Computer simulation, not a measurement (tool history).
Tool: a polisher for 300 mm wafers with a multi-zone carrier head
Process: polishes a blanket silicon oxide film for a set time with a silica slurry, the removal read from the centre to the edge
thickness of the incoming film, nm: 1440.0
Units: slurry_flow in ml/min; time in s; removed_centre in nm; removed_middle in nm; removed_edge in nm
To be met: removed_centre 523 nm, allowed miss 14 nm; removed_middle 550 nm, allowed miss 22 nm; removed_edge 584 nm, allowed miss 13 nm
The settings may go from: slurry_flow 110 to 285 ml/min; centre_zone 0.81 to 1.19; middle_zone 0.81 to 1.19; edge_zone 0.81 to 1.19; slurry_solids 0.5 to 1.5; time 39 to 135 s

run,hour,slurry_flow,centre_zone,middle_zone,edge_zone,slurry_solids,time,removed_centre,removed_middle,removed_edge
1,0,180,1,1,1,1,87,468.99,477.17,479.27
2,2,160,1,1,1,1,87,461.86,468.06,469.56
3,4,160,1,1,0.93,1,87,462.87,462.37,456.58
4,6.7,160,1,1,0.99,1,87,470.57,467.05,472.86
5,12,130,1,1,0.99,1,87,437.36,447.57,457.32
6,18.6,170,0.98,0.99,1.05,1.05,87,471.73,485.88,500.95
7,19.4,200,0.97,0.98,1.09,1.05,87,485.97,490.51,527.45
8,27.7,220,0.96,0.99,1.11,1.05,87,486.36,503.64,537.86
9,28.8,235,0.96,1,1.13,1.05,87,490.14,504.64,540.6
10,31.1,240,0.96,1.01,1.15,1.1,87,507.7,525.07,562.08
11,35.4,250,0.96,1.02,1.16,1.1,87,509.35,532.74,569.67

4 next moves are on the table. One of them brings every result within its allowed miss. Which?
A,39.7,255,0.95,1,1.13,1.1,91,?,?,?
B,39.7,255,1.02,1.02,1.15,1.15,88,?,?,?
C,39.7,270,0.89,1.04,1.19,0.95,95,?,?,?
D,39.7,230,1.07,1.03,1.14,1.05,87,?,?,?

move,removed_centre,removed_middle,removed_edge
A,522.79,544.58,579.79
B,549.49,547.66,578.63
C,479.47,545,575.22
D,532.03,513.75,537.67
A: meets every target
B: brings the result that was furthest off to its target, and leaves another outside
C: brings the result that was furthest off to its target, and leaves another outside
D: further off than the last run
The right move is A.
